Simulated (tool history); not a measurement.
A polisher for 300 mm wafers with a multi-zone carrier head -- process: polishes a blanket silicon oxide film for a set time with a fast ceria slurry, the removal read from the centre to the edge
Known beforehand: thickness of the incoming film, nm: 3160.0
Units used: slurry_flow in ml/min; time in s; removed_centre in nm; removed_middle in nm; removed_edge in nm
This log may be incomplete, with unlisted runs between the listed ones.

run 1 day=0.000 | slurry_flow=235 centre_zone=1.00 middle_zone=1.00 edge_zone=1.00 time=49 | removed_centre=471.41 removed_middle=476.27 removed_edge=464.51
run 2 day=0.029 | slurry_flow=230 centre_zone=0.97 middle_zone=0.97 edge_zone=1.00 time=48 | removed_centre=442.81 removed_middle=451.03 removed_edge=463.32
run 3 day=0.288 | slurry_flow=280 centre_zone=0.97 middle_zone=0.97 edge_zone=1.00 time=48 | removed_centre=459.43 removed_middle=472.12 removed_edge=469.79
run 4 day=0.517 | slurry_flow=280 centre_zone=0.89 middle_zone=0.97 edge_zone=1.00 time=48 | removed_centre=419.26 removed_middle=465.75 removed_edge=470.19
run 5 day=0.821 | slurry_flow=270 centre_zone=0.89 middle_zone=0.95 edge_zone=0.99 time=48 | removed_centre=408.55 removed_middle=459.66 removed_edge=472.96
run 6 day=1.058 | slurry_flow=270 centre_zone=0.89 middle_zone=1.02 edge_zone=0.99 time=48 | removed_centre=421.97 removed_middle=477.95 removed_edge=469.44
-- day=1.104 slurry nozzle cleaned
run 7 day=1.104 | slurry_flow=260 centre_zone=0.90 middle_zone=0.98 edge_zone=0.99 time=47 | removed_centre=426.11 removed_middle=469.43 removed_edge=459.64

Expected results for the next run?
run 8 day=1.238 | slurry_flow=300 centre_zone=0.87 middle_zone=0.88 edge_zone=1.09 time=38 | removed_centre=? removed_middle=? removed_edge=?

Run 8 measured removed_centre 341.60 nm, removed_middle 355.12 nm, removed_edge 401.28 nm.
